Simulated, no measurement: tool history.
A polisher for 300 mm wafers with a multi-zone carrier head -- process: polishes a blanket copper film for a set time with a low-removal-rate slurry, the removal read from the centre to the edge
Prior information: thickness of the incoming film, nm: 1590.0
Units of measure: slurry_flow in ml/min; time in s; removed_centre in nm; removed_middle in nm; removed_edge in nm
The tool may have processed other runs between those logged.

Run 1, hour 0: slurry_flow 140 ml/min, centre_zone 1, middle_zone 1, edge_zone 1, slurry_solids 1, time 69 s. Result: removed_centre 214.39 nm, removed_middle 215.72 nm, removed_edge 211.05 nm.
Run 2, hour 7.8: slurry_flow 110 ml/min, centre_zone 1, middle_zone 1, edge_zone 1, slurry_solids 1, time 69 s. Result: removed_centre 198.15 nm, removed_middle 206 nm, removed_edge 198.3 nm.
Run 3, hour 12.9: slurry_flow 110 ml/min, centre_zone 1, middle_zone 1, edge_zone 1, slurry_solids 1.1, time 69 s. Result: removed_centre 200.16 nm, removed_middle 208.99 nm, removed_edge 204.12 nm.
Run 4, hour 14.6: slurry_flow 85 ml/min, centre_zone 1, middle_zone 1, edge_zone 1, slurry_solids 1.1, time 69 s. Result: removed_centre 182.41 nm, removed_middle 188.95 nm, removed_edge 192 nm.
Run 5, hour 20.5: slurry_flow 85 ml/min, centre_zone 1.01, middle_zone 1, edge_zone 0.99, slurry_solids 1.1, time 69 s. Result: removed_centre 186.92 nm, removed_middle 192.77 nm, removed_edge 191.15 nm.
Run 6, hour 29.4: slurry_flow 85 ml/min, centre_zone 1.01, middle_zone 1, edge_zone 0.99, slurry_solids 1, time 69 s. Result: removed_centre 179.75 nm, removed_middle 186.64 nm, removed_edge 187.2 nm.

Expected results for the next run?
Run 7, hour 36: slurry_flow 120 ml/min, centre_zone 1.05, middle_zone 0.99, edge_zone 0.96, slurry_solids 1, time 69 s. Result: removed_centre ?, removed_middle ?, removed_edge ?.

Run 7 produced removed_centre 213.6 nm, removed_middle 206.82 nm, removed_edge 200.94 nm.
